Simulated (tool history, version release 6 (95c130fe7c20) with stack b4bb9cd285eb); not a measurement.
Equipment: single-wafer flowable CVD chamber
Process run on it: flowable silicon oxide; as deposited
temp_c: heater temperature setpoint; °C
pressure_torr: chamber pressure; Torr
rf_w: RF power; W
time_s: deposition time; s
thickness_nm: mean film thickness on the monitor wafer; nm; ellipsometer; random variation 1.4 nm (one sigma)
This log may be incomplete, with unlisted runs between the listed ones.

| run | hour | temp_c | pressure_torr | rf_w | time_s | thickness_nm |
|---|---|---|---|---|---|---|
| 1 | 0.0 | 90 | 0.702 | 2355 | 741 | 577.78 |
| 2 | 4.8 | 93 | 0.702 | 2355 | 741 | 527.12 |
| 3 | 12.6 | 95 | 0.702 | 2355 | 741 | 502.14 |
| 4 | 17.2 | 95 | 0.702 | 2125 | 741 | 486.58 |
| 5 | 20.4 | 95 | 0.588 | 2125 | 741 | 421.74 |
| 6 | 23.4 | 96 | 0.588 | 2125 | 741 | 410.06 |
| 7 | 29.9 | 97 | 0.588 | 2125 | 741 | 397.75 |
| 8 | 31.5 | 98 | 0.588 | 2125 | 741 | 388.87 |
| 9 | 33.7 | 99 | 0.588 | 2125 | 741 | 377.23 |
| 10 | 39.8 | 100 | 0.588 | 2125 | 741 | 364.72 |

Forecast run 11:
| 11 | 44.8 | 101 | 0.588 | 2125 | 741 | ? |

{"run 11": {"thickness_nm": 355.55}}
